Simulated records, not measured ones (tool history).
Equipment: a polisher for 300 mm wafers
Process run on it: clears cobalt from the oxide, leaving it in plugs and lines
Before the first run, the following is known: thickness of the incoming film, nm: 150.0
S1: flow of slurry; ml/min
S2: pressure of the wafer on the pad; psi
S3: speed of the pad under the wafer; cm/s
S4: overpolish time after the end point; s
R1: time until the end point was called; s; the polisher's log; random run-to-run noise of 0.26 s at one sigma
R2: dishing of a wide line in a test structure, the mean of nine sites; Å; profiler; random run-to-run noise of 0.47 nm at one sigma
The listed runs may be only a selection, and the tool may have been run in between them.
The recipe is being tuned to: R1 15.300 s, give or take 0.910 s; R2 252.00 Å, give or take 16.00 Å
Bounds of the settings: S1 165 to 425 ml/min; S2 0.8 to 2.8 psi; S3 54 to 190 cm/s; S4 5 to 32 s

run  hour   S1   S2   S3  S4      R1      R2
  1   0.0  275  1.8  122  16  27.517  261.44
  2   4.8  275  2.1  124  13  22.651  261.54
  3   9.5  275  2.1   98  13  28.921  253.61
  4  12.1  275  2.3  106  11  24.702  243.91
  5  14.7  275  2.3  106   5  24.813  169.02
  6  22.7  210  2.3  106   5  24.517  167.73
  7  27.3  215  2.4  114   7  23.017  208.69
  8  29.4  220  2.5  124   7  20.050  222.66
  9  36.1  220  2.5  124   7  19.795  221.52
 10  39.3  225  2.8  138  14  15.894  269.37
 11  46.4  225  2.8  140  13  15.645  268.39
 12  53.8  225  2.8  140  13  15.412  263.37

Exactly one of the 5 candidate moves below puts every result within its allowed miss. Which one?
  A  61.2  200  2.7  132  12   ?   ?
  B  61.2  175  2.7  138   7   ?   ?
  C  61.2  285  2.7  138  17   ?   ?
  D  61.2  205  2.8  144   9   ?   ?
  E  61.2  245  2.7  152  15   ?   ?

move      R1      R2
   A  17.490  262.02
   B  17.145  230.64
   C  16.079  272.18
   D  15.518  254.11
   E  14.944  271.34
A: gets the furthest-off result to its target, but another result is out of tolerance
B: takes the result that was furthest off past its target
C: its largest miss is bigger than the last run's
D: every result lands within tolerance
E: its largest miss is bigger than the last run's
The right move is D.
